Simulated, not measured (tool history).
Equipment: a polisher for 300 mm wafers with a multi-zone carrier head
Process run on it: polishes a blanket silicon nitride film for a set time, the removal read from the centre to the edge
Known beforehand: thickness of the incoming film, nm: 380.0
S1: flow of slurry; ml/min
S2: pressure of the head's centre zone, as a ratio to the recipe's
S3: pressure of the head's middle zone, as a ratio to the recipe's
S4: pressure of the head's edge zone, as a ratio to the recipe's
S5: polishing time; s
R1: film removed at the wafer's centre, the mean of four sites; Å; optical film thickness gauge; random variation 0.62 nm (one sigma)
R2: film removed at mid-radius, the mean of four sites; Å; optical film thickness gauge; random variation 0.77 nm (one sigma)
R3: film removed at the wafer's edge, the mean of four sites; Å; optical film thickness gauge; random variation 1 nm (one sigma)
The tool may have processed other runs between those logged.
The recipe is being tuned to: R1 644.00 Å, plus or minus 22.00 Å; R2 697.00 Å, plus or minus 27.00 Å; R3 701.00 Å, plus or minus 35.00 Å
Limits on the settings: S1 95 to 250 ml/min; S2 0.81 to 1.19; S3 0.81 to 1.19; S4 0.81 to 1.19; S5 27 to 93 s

run,hour,S1,S2,S3,S4,S5,R1,R2,R3
1,0.0,160,1.00,1.00,1.00,59,505.61,500.98,497.36
2,1.6,160,1.00,1.00,1.00,46,385.67,396.88,388.27
3,10.3,135,1.00,1.00,1.00,46,379.53,390.87,387.19
4,18.0,135,1.00,0.96,1.00,46,384.97,369.85,377.93
5,24.0,140,1.02,1.00,1.05,53,445.59,450.00,466.01
# hour 26.8: worn pad replaced by a new one
6,26.8,140,1.02,1.00,1.05,62,595.91,590.55,592.45
7,30.7,140,1.03,1.02,1.08,62,598.85,601.25,616.76
8,32.9,140,1.04,1.05,1.10,62,602.05,611.37,620.07
9,37.0,140,1.04,1.07,1.12,62,600.29,613.72,617.07
10,37.7,140,1.03,1.08,1.14,63,610.58,637.11,625.09
11,44.7,130,1.02,1.08,1.15,64,605.70,624.46,655.53
12,49.7,130,1.02,1.10,1.16,65,615.75,650.19,651.91
13,58.4,130,1.01,1.10,1.17,66,620.49,650.01,669.54

Below are 4 possible settings for the next run. Only one of them brings all results inside the allowed miss of their targets. Which is it?
A,67.1,95,0.99,0.95,1.19,82,?,?,?
B,67.1,100,1.02,1.11,1.19,78,?,?,?
C,67.1,95,1.00,1.14,1.19,79,?,?,?
D,67.1,105,0.99,1.06,1.06,74,?,?,?

move,R1,R2,R3
A,689.05,694.21,807.15
B,684.78,746.12,772.20
C,671.35,762.20,775.96
D,637.68,691.85,695.80
A: the worst result of the last run now meets its target, but another is out of spec
B: takes the result that was furthest off past its target
C: takes the result that was furthest off past its target
D: all results land within tolerance of their targets
The right move is D.

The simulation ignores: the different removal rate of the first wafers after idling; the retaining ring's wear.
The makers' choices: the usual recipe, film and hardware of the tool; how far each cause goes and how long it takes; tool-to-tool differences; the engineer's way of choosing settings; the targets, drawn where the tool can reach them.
